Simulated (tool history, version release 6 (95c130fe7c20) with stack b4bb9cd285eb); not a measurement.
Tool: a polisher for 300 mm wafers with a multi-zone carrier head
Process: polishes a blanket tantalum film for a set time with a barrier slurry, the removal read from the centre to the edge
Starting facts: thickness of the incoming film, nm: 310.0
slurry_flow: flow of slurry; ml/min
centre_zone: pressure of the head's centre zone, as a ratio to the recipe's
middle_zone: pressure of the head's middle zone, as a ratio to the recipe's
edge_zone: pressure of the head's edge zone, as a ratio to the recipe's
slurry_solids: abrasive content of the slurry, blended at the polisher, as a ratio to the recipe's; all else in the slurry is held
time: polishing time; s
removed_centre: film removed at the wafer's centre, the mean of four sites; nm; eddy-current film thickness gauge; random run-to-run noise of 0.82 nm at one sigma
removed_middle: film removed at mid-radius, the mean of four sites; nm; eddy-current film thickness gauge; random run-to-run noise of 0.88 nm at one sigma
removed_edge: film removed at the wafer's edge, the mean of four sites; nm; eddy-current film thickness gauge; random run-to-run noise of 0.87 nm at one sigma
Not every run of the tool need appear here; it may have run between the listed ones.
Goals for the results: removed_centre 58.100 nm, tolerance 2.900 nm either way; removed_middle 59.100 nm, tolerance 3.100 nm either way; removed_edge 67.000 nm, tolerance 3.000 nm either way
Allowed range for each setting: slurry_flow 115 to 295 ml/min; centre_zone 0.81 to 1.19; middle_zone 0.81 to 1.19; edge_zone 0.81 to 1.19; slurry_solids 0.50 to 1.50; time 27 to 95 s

Run 1, hour 0.0: slurry_flow 190 ml/min, centre_zone 1.00, middle_zone 1.00, edge_zone 1.00, slurry_solids 1.00, time 61 s. Result: removed_centre 115.780 nm, removed_middle 111.680 nm, removed_edge 116.760 nm.
Run 2, hour 1.3: slurry_flow 185 ml/min, centre_zone 0.97, middle_zone 0.98, edge_zone 0.99, slurry_solids 0.90, time 56 s. Result: removed_centre 99.867 nm, removed_middle 98.796 nm, removed_edge 100.950 nm.
Run 3, hour 7.2: slurry_flow 185 ml/min, centre_zone 1.02, middle_zone 0.98, edge_zone 0.99, slurry_solids 0.90, time 56 s. Result: removed_centre 107.410 nm, removed_middle 96.736 nm, removed_edge 100.390 nm.
Run 4, hour 14.0: slurry_flow 185 ml/min, centre_zone 1.02, middle_zone 1.04, edge_zone 0.99, slurry_solids 0.90, time 56 s. Result: removed_centre 105.240 nm, removed_middle 100.830 nm, removed_edge 102.400 nm.
Run 5, hour 19.4: slurry_flow 175 ml/min, centre_zone 0.99, middle_zone 1.01, edge_zone 1.03, slurry_solids 0.80, time 52 s. Result: removed_centre 89.111 nm, removed_middle 85.430 nm, removed_edge 89.705 nm.
Run 6, hour 26.0: slurry_flow 175 ml/min, centre_zone 0.99, middle_zone 1.01, edge_zone 1.03, slurry_solids 0.90, time 52 s. Result: removed_centre 90.970 nm, removed_middle 92.573 nm, removed_edge 95.768 nm.
Run 7, hour 33.7: slurry_flow 170 ml/min, centre_zone 0.97, middle_zone 0.99, edge_zone 1.05, slurry_solids 0.80, time 50 s. Result: removed_centre 82.507 nm, removed_middle 80.966 nm, removed_edge 87.146 nm.
Run 8, hour 34.9: slurry_flow 165 ml/min, centre_zone 0.95, middle_zone 0.98, edge_zone 1.06, slurry_solids 0.75, time 49 s. Result: removed_centre 76.200 nm, removed_middle 74.760 nm, removed_edge 81.078 nm.
Run 9, hour 41.0: slurry_flow 160 ml/min, centre_zone 0.93, middle_zone 0.97, edge_zone 1.06, slurry_solids 0.70, time 49 s. Result: removed_centre 70.660 nm, removed_middle 72.664 nm, removed_edge 77.950 nm.
Run 10, hour 42.8: slurry_flow 155 ml/min, centre_zone 0.92, middle_zone 0.95, edge_zone 1.06, slurry_solids 0.65, time 49 s. Result: removed_centre 66.381 nm, removed_middle 68.008 nm, removed_edge 74.201 nm.
Run 11, hour 44.6: slurry_flow 150 ml/min, centre_zone 0.91, middle_zone 0.93, edge_zone 1.06, slurry_solids 0.65, time 49 s. Result: removed_centre 64.556 nm, removed_middle 63.926 nm, removed_edge 73.772 nm.
Run 12, hour 46.0: slurry_flow 145 ml/min, centre_zone 0.90, middle_zone 0.93, edge_zone 1.05, slurry_solids 0.65, time 49 s. Result: removed_centre 62.126 nm, removed_middle 65.392 nm, removed_edge 71.611 nm.
Run 13, hour 54.4: slurry_flow 140 ml/min, centre_zone 0.90, middle_zone 0.92, edge_zone 1.05, slurry_solids 0.65, time 49 s. Result: removed_centre 62.579 nm, removed_middle 63.849 nm, removed_edge 72.356 nm.
Run 14, hour 63.2: slurry_flow 140 ml/min, centre_zone 0.90, middle_zone 0.91, edge_zone 1.04, slurry_solids 0.65, time 49 s. Result: removed_centre 61.476 nm, removed_middle 64.622 nm, removed_edge 71.723 nm.
Run 15, hour 69.9: slurry_flow 140 ml/min, centre_zone 0.90, middle_zone 0.90, edge_zone 1.04, slurry_solids 0.65, time 49 s. Result: removed_centre 62.894 nm, removed_middle 62.584 nm, removed_edge 73.629 nm.

Which single option among these 4 for the next run brings every result within its allowed miss of target? Just one does.
Run A, hour 76.6: slurry_flow 115 ml/min, centre_zone 0.91, middle_zone 0.86, edge_zone 1.06, slurry_solids 0.75, time 51 s. Result: removed_centre ?, removed_middle ?, removed_edge ?.
Run B, hour 76.6: slurry_flow 125 ml/min, centre_zone 0.96, middle_zone 0.94, edge_zone 1.04, slurry_solids 0.75, time 47 s. Result: removed_centre ?, removed_middle ?, removed_edge ?.
Run C, hour 76.6: slurry_flow 115 ml/min, centre_zone 0.85, middle_zone 0.83, edge_zone 1.04, slurry_solids 0.70, time 48 s. Result: removed_centre ?, removed_middle ?, removed_edge ?.
Run D, hour 76.6: slurry_flow 185 ml/min, centre_zone 0.90, middle_zone 0.94, edge_zone 1.11, slurry_solids 0.60, time 45 s. Result: removed_centre ?, removed_middle ?, removed_edge ?.

move  removed_centre  removed_middle  removed_edge
   A          69.563          65.882        80.172
   B          69.609          65.952        74.379
   C          58.563          58.103        71.659
   D          58.886          58.905        66.960
A: its largest miss is bigger than the last run's
B: its largest miss is bigger than the last run's
C: nearer the targets than the last run, but a result is still out of spec
D: every result lands within tolerance
Answer: D

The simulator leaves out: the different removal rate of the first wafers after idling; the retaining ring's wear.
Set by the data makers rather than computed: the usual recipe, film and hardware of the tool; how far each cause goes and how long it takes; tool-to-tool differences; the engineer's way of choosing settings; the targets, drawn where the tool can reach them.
